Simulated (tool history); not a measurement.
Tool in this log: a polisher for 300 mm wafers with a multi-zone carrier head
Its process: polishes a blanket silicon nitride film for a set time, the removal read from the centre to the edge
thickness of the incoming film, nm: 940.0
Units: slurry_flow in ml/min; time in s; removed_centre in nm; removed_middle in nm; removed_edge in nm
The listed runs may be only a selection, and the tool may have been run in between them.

run 1 hour=0 | slurry_flow=300 centre_zone=1 middle_zone=1 edge_zone=1 time=56 | removed_centre=109.99 removed_middle=117.83 removed_edge=118.91
run 2 hour=4.3 | slurry_flow=300 centre_zone=1 middle_zone=1.04 edge_zone=1 time=56 | removed_centre=111.33 removed_middle=122.55 removed_edge=117.42
run 3 hour=6 | slurry_flow=310 centre_zone=1.03 middle_zone=1.07 edge_zone=1.04 time=58 | removed_centre=119.15 removed_middle=126.13 removed_edge=124.79
run 4 hour=7.7 | slurry_flow=315 centre_zone=1.04 middle_zone=1.1 edge_zone=1.03 time=60 | removed_centre=125.7 removed_middle=135.31 removed_edge=129.03
run 5 hour=9.6 | slurry_flow=315 centre_zone=1.09 middle_zone=1.1 edge_zone=1.03 time=60 | removed_centre=131.83 removed_middle=135.51 removed_edge=130.74
run 6 hour=11.4 | slurry_flow=315 centre_zone=1.15 middle_zone=1.1 edge_zone=1.03 time=60 | removed_centre=135.9 removed_middle=134.26 removed_edge=129.61
run 7 hour=19 | slurry_flow=315 centre_zone=1.15 middle_zone=1.1 edge_zone=1.03 time=60 | removed_centre=135.81 removed_middle=136.53 removed_edge=129.43
run 8 hour=23 | slurry_flow=315 centre_zone=1.13 middle_zone=1.13 edge_zone=1.03 time=61 | removed_centre=141.28 removed_middle=139.39 removed_edge=131.08

Run 9 is up next; what results do you expect?
run 9 hour=30.4 | slurry_flow=335 centre_zone=1.03 middle_zone=1.19 edge_zone=0.98 time=65 | removed_centre=? removed_middle=? removed_edge=?

{"run 9": {"removed_centre": 136.14, "removed_middle": 157.76, "removed_edge": 134.79}}

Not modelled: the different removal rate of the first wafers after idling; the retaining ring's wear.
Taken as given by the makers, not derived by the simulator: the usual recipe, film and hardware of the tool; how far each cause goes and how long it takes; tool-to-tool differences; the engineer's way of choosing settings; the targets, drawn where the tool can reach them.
